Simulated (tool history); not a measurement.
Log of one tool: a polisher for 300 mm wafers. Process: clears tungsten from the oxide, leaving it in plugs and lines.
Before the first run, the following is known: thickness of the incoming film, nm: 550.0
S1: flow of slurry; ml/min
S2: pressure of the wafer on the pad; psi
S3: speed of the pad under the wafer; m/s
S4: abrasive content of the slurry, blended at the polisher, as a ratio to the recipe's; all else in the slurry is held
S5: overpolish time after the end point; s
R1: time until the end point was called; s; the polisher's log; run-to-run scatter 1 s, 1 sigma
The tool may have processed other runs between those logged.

run  hour   S1   S2    S3   S4  S5       R1
  1   0.0  155  2.9  1.20  1.0  32  156.940
  2   6.9  155  2.9  1.20  1.0  32  157.370
  3  10.3  160  3.2  1.20  1.0  32  147.620
  4  13.9  160  3.2  1.20  1.0  32  145.780
  5  21.8  160  3.2  1.46  1.0  32  118.440
     22.7  -- slurry tank refilled with fresh slurry and peroxide
  6  22.7  195  3.2  1.46  1.0  32   91.770
  7  27.8  190  3.2  1.46  1.0  32   91.361
  8  34.5  185  3.2  1.46  1.0  32   91.470

For run 9, what comes out?
  9  42.0  180  3.2  1.46  1.0  32   ?

{"run 9": {"R1": 94.559}}

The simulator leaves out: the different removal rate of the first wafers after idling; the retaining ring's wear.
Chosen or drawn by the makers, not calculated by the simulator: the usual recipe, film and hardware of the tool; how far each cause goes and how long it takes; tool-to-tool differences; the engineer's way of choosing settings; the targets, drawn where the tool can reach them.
